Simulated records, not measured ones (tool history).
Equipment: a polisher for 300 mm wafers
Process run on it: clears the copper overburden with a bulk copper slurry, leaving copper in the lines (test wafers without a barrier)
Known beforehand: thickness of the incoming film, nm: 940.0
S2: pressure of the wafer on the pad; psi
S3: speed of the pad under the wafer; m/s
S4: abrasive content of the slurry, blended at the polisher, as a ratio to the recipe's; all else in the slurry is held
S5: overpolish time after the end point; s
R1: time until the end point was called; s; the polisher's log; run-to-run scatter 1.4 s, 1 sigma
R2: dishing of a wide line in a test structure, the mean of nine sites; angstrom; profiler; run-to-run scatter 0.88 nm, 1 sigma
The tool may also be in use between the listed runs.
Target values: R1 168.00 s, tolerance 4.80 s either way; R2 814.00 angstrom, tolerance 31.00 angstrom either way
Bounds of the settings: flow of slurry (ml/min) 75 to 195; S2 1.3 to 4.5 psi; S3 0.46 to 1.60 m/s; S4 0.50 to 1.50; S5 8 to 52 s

run 1 hour=0.0 | flow_of_slurry_(ml/min)=125 S2=2.9 S3=1.02 S4=1.00 S5=26 | R1=103.69 R2=809.72
run 2 hour=1.1 | flow_of_slurry_(ml/min)=125 S2=2.9 S3=0.80 S4=1.00 S5=26 | R1=133.02 R2=735.61
run 3 hour=9.9 | flow_of_slurry_(ml/min)=120 S2=2.9 S3=0.80 S4=1.00 S5=28 | R1=135.41 R2=763.79
run 4 hour=18.8 | flow_of_slurry_(ml/min)=115 S2=2.9 S3=0.80 S4=1.00 S5=29 | R1=133.81 R2=777.33
run 5 hour=20.4 | flow_of_slurry_(ml/min)=115 S2=2.8 S3=0.80 S4=1.00 S5=30 | R1=137.58 R2=784.00
run 6 hour=23.3 | flow_of_slurry_(ml/min)=115 S2=3.2 S3=0.80 S4=1.00 S5=30 | R1=125.31 R2=793.21
run 7 hour=30.4 | flow_of_slurry_(ml/min)=115 S2=3.1 S3=0.80 S4=1.00 S5=31 | R1=127.77 R2=810.44
run 8 hour=33.4 | flow_of_slurry_(ml/min)=115 S2=3.0 S3=0.80 S4=1.00 S5=32 | R1=133.53 R2=806.20
run 9 hour=37.2 | flow_of_slurry_(ml/min)=115 S2=2.9 S3=0.80 S4=1.00 S5=33 | R1=135.42 R2=807.08
run 10 hour=44.7 | flow_of_slurry_(ml/min)=115 S2=2.8 S3=0.80 S4=1.00 S5=34 | R1=139.06 R2=815.22
run 11 hour=48.2 | flow_of_slurry_(ml/min)=115 S2=2.7 S3=0.80 S4=1.00 S5=34 | R1=142.50 R2=786.83
run 12 hour=51.5 | flow_of_slurry_(ml/min)=115 S2=2.7 S3=0.80 S4=1.00 S5=35 | R1=140.35 R2=804.75
run 13 hour=57.6 | flow_of_slurry_(ml/min)=110 S2=2.6 S3=0.80 S4=1.00 S5=36 | R1=147.67 R2=776.15
run 14 hour=59.7 | flow_of_slurry_(ml/min)=110 S2=2.6 S3=0.80 S4=1.00 S5=37 | R1=145.81 R2=820.95
run 15 hour=68.0 | flow_of_slurry_(ml/min)=100 S2=2.3 S3=0.80 S4=1.00 S5=40 | R1=166.70 R2=779.98

Below are 5 possible settings for the next run. Only one of them brings all results inside the allowed miss of their targets. Which is it?
run A hour=76.3 | flow_of_slurry_(ml/min)=110 S2=2.0 S3=0.80 S4=1.15 S5=35 | R1=? R2=?
run B hour=76.3 | flow_of_slurry_(ml/min)=90 S2=2.4 S3=0.78 S4=1.00 S5=44 | R1=? R2=?
run C hour=76.3 | flow_of_slurry_(ml/min)=105 S2=2.6 S3=0.76 S4=1.00 S5=52 | R1=? R2=?
run D hour=76.3 | flow_of_slurry_(ml/min)=110 S2=1.9 S3=0.84 S4=1.00 S5=42 | R1=? R2=?
run E hour=76.3 | flow_of_slurry_(ml/min)=80 S2=3.1 S3=0.72 S4=0.95 S5=51 | R1=? R2=?

move=A R1=173.73 R2=713.93
move=B R1=170.39 R2=802.16
move=C R1=158.61 R2=867.28
move=D R1=176.17 R2=752.18
move=E R1=160.04 R2=890.06
A: its largest miss is bigger than the last run's
B: meets every target
C: moves the result that the last run missed by most past its target, out the other side
D: its largest miss is bigger than the last run's
E: moves the result that the last run missed by most past its target, out the other side
Go with B: it meets all targets.
